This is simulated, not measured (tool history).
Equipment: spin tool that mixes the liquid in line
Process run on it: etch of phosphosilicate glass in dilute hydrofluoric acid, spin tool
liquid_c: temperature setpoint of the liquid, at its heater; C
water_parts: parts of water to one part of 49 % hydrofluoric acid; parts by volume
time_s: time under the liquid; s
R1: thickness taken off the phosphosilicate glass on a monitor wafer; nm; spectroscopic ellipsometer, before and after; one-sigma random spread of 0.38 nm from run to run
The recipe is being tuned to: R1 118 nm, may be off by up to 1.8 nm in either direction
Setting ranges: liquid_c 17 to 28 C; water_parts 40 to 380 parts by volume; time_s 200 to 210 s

run 1 hour=0 | liquid_c=20 water_parts=210 time_s=200 | R1=41.664
run 2 hour=1.1 | liquid_c=17 water_parts=210 time_s=200 | R1=36.98
run 3 hour=6.4 | liquid_c=19.5 water_parts=180 time_s=200 | R1=49.013
run 4 hour=8.5 | liquid_c=19.5 water_parts=180 time_s=200 | R1=48.994
run 5 hour=14.9 | liquid_c=19.5 water_parts=205 time_s=200 | R1=42.026
run 6 hour=21.9 | liquid_c=21.5 water_parts=175 time_s=200 | R1=54.628
run 7 hour=28.4 | liquid_c=23 water_parts=155 time_s=200 | R1=67.009
run 8 hour=29.4 | liquid_c=24 water_parts=140 time_s=200 | R1=78.274
run 9 hour=34.8 | liquid_c=25 water_parts=130 time_s=200 | R1=88.834
run 10 hour=41.9 | liquid_c=25.5 water_parts=125 time_s=200 | R1=94.831
run 11 hour=44.1 | liquid_c=26 water_parts=120 time_s=200 | R1=101.01
run 12 hour=52.3 | liquid_c=26.5 water_parts=120 time_s=200 | R1=103.03
run 13 hour=55.7 | liquid_c=28 water_parts=105 time_s=200 | R1=127.37
run 14 hour=59.2 | liquid_c=27.5 water_parts=105 time_s=200 | R1=125.28
run 15 hour=63.7 | liquid_c=27 water_parts=105 time_s=200 | R1=122.99
run 16 hour=70.2 | liquid_c=26.5 water_parts=105 time_s=200 | R1=120.63

Exactly one of the 5 candidate moves below puts every result within its allowed miss. Which one?
run A hour=76.7 | liquid_c=28 water_parts=110 time_s=205 | R1=?
run B hour=76.7 | liquid_c=27.5 water_parts=115 time_s=200 | R1=?
run C hour=76.7 | liquid_c=28 water_parts=110 time_s=210 | R1=?
run D hour=76.7 | liquid_c=28 water_parts=115 time_s=200 | R1=?
run E hour=76.7 | liquid_c=27.5 water_parts=110 time_s=200 | R1=?

move=A R1=124.17
move=B R1=112.96
move=C R1=127.2
move=D R1=115.11
move=E R1=118.87
A: lands further from the targets than the last run did
B: takes the biggest miss from the last run beyond its target
C: lands further from the targets than the last run did
D: takes the biggest miss from the last run beyond its target
E: hits every target within its allowed miss
Go with E: it meets all targets.
